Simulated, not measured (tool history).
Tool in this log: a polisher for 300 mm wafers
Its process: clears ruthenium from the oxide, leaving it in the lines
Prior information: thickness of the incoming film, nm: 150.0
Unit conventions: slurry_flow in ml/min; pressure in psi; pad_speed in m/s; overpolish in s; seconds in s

run	hour	slurry_flow	pressure	pad_speed	overpolish	seconds
1	0.0	170	2.0	0.96	11	141.41
2	4.7	170	2.0	0.96	8	139.07
3	9.3	170	2.2	0.96	8	133.27
4	13.2	170	2.4	0.98	8	121.08
5	16.5	170	2.4	0.78	8	146.48
6	22.9	175	2.6	0.82	8	130.26
7	31.0	175	2.7	0.86	8	121.54
8	35.2	175	2.8	0.90	8	114.01
9	42.0	175	2.9	0.92	8	109.51
10	43.2	175	3.0	0.94	8	103.00

Estimate the outcome of run 11 from the log above:
11	44.6	175	3.0	0.96	8	?

Run 11 came out at seconds 101.66 s.
